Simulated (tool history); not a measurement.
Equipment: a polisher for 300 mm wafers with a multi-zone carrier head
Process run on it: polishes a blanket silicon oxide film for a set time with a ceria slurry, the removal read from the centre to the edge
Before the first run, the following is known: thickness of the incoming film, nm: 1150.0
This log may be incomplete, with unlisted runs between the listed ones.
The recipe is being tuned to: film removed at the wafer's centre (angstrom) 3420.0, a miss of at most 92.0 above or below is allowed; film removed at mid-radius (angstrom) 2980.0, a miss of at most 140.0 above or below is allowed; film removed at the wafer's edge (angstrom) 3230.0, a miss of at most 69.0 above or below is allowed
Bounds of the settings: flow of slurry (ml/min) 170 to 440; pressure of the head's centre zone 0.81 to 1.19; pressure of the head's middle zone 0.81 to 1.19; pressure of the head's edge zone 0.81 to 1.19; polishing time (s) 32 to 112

run	day	flow of slurry (ml/min)	pressure of the head's centre zone	pressure of the head's middle zone	pressure of the head's edge zone	polishing time (s)	film removed at the wafer's centre (angstrom)	film removed at mid-radius (angstrom)	film removed at the wafer's edge (angstrom)
1	0.000	280	1.00	1.00	1.00	72	2687.4	2576.6	2645.5
2	0.162	280	1.00	1.08	1.00	72	2681.4	2791.4	2648.6
3	0.396	290	1.02	1.07	1.03	73	2801.9	2801.9	2715.5
4	0.571	355	1.02	1.07	1.03	73	2828.7	2755.4	2745.3
5	0.925	355	1.03	1.07	1.05	74	2925.5	2954.0	2827.2
6	1.050	395	1.03	1.07	1.05	74	2949.4	2887.5	2830.5
7	1.258	395	1.04	1.05	1.07	75	3019.0	2864.1	2882.1
8	1.521	395	1.05	1.04	1.08	76	3070.5	2848.8	2961.2
9	1.683	395	1.06	1.04	1.09	77	3156.8	2920.9	2973.2
10	1.979	410	1.08	0.97	1.17	82	3404.4	2953.5	3320.2

Which of these 4 next moves meets every target?
A	2.275	440	1.06	0.98	1.19	81	?	?	?
B	2.275	345	1.12	1.03	1.19	80	?	?	?
C	2.275	340	1.09	0.95	1.19	83	?	?	?
D	2.275	330	1.03	0.96	1.12	82	?	?	?

move	film removed at the wafer's centre (angstrom)	film removed at mid-radius (angstrom)	film removed at the wafer's edge (angstrom)
A	3300.3	2933.6	3340.6
B	3385.3	2958.0	3256.1
C	3411.9	2886.8	3378.7
D	3176.4	2869.1	3229.0
A: misses by more than the last run did
B: each result inside its tolerance
C: misses by more than the last run did
D: puts the biggest miss on target and leaves a different result outside tolerance
Move B is the one to make.

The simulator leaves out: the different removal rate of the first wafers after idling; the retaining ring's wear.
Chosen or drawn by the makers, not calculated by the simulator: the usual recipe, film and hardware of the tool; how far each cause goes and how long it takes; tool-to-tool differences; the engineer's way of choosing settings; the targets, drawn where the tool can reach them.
